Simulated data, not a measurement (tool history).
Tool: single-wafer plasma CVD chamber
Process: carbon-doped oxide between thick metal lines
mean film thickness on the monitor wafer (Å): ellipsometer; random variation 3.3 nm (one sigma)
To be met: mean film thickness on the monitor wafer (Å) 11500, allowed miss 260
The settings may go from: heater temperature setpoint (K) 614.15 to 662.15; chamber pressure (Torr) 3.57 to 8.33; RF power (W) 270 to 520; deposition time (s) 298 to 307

run	hour	heater temperature setpoint (K)	chamber pressure (Torr)	RF power (W)	deposition time (s)	mean film thickness on the monitor wafer (Å)
1	0.0	638.15	5.95	395	298	13368
2	5.6	634.15	5.95	395	298	13525
3	10.6	636.15	5.69	380	298	12813
4	12.7	627.15	5.69	380	298	13147
5	17.4	627.15	5.69	380	307	13574
6	25.1	618.15	5.69	380	307	13863
7	31.5	619.15	5.31	365	306	13186
8	36.9	620.15	4.95	355	306	12540
9	42.9	621.15	4.67	355	306	12293
10	43.6	622.15	4.47	355	306	12130
11	44.5	623.15	4.31	355	306	12048
12	46.2	623.15	4.31	355	306	12044
13	54.0	624.15	4.16	355	306	11966
14	61.5	624.15	4.02	355	306	11825
15	68.8	624.15	3.93	355	306	11765

5 next moves are on the table. One of them brings every result within its allowed miss. Which?
A	76.1	622.15	4.24	365	307	?
B	76.1	624.15	3.87	365	307	?
C	76.1	615.15	3.67	355	306	?
D	76.1	619.15	3.57	390	298	?
E	76.1	615.15	3.57	355	298	?

move	mean film thickness on the monitor wafer (Å)
A	12369
B	12076
C	11964
D	12467
E	11605
A: further off than the last run
B: further off than the last run
C: further off than the last run
D: further off than the last run
E: meets every target
Move E is the one to make.

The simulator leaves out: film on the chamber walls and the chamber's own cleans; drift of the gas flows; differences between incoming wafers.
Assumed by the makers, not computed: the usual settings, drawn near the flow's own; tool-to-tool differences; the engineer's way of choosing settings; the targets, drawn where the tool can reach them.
